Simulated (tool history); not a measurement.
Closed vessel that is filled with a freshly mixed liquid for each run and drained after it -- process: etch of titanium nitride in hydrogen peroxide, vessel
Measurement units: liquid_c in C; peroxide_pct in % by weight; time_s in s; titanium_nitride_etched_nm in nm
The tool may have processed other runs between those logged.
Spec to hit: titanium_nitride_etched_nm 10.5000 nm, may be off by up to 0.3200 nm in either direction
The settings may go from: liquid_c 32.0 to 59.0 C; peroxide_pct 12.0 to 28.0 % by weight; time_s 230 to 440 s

run,hour,liquid_c,peroxide_pct,time_s,titanium_nitride_etched_nm
1,0.0,43.0,19.0,440,5.0764
2,2.1,43.0,15.5,440,4.8691
3,10.9,43.0,15.5,440,4.8835
4,20.0,43.0,12.5,440,4.5448
5,23.7,50.0,12.5,440,7.8449
6,27.4,50.0,14.5,440,7.9809
# hour 34.1: thermometer replaced
7,34.1,50.5,14.5,440,9.2715
8,42.8,50.5,14.5,440,9.3171
9,48.3,51.5,14.5,440,10.1700

Which of these 5 next moves meets every target?
A,53.8,51.5,18.5,440,?
B,53.8,53.0,16.5,440,?
C,53.8,51.5,14.0,440,?
D,53.8,51.0,15.0,440,?
E,53.8,52.0,12.0,440,?

move,titanium_nitride_etched_nm
A,10.4960
B,11.3990
C,9.8952
D,9.6862
E,9.9299
A: meets every target
B: moves the result that the last run missed by most past its target, out the other side
C: the biggest miss grows against the last run
D: the biggest miss grows against the last run
E: the biggest miss grows against the last run
The right move is A.
